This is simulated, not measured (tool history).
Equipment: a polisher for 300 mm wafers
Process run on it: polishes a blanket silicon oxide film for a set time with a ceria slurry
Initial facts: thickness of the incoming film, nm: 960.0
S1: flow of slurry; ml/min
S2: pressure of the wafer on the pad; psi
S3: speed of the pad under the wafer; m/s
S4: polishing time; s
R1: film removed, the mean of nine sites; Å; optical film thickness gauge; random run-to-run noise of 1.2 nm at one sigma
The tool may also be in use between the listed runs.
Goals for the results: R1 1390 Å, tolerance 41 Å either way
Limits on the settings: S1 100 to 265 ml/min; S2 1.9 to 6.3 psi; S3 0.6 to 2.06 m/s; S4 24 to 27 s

run 1 hour=0 | S1=170 S2=4.1 S3=1.32 S4=27 | R1=2160.8
run 2 hour=1 | S1=170 S2=4.1 S3=1.14 S4=27 | R1=1924.7
run 3 hour=7.7 | S1=170 S2=4 S3=1.14 S4=27 | R1=1874.7
run 4 hour=15.6 | S1=170 S2=4 S3=1.14 S4=27 | R1=1885.8
run 5 hour=17.6 | S1=170 S2=4.5 S3=1.14 S4=27 | R1=2143.1
run 6 hour=19.1 | S1=190 S2=4.5 S3=1.14 S4=27 | R1=2143.1
run 7 hour=19.7 | S1=190 S2=4.3 S3=1.14 S4=27 | R1=2026.7
run 8 hour=23.9 | S1=190 S2=4.2 S3=1.14 S4=27 | R1=1978.1
run 9 hour=25.1 | S1=190 S2=4.1 S3=1.14 S4=27 | R1=1925.4

Which one of the following 5 next-run settings gets every result inside its allowed miss? There is exactly one.
run A hour=26.3 | S1=195 S2=3.1 S3=0.96 S4=26 | R1=?
run B hour=26.3 | S1=170 S2=3.8 S3=0.96 S4=24 | R1=?
run C hour=26.3 | S1=175 S2=2.5 S3=1.16 S4=24 | R1=?
run D hour=26.3 | S1=145 S2=3 S3=1.22 S4=24 | R1=?
run E hour=26.3 | S1=185 S2=3.3 S3=0.88 S4=26 | R1=?

move=A R1=1284.2
move=B R1=1416.1
move=C R1=1087.7
move=D R1=1306.2
move=E R1=1276.7
A: the result that was furthest off in the last run now lies on the other side of its target
B: hits every target within its allowed miss
C: the result that was furthest off in the last run now lies on the other side of its target
D: the result that was furthest off in the last run now lies on the other side of its target
E: the result that was furthest off in the last run now lies on the other side of its target
Answer: B
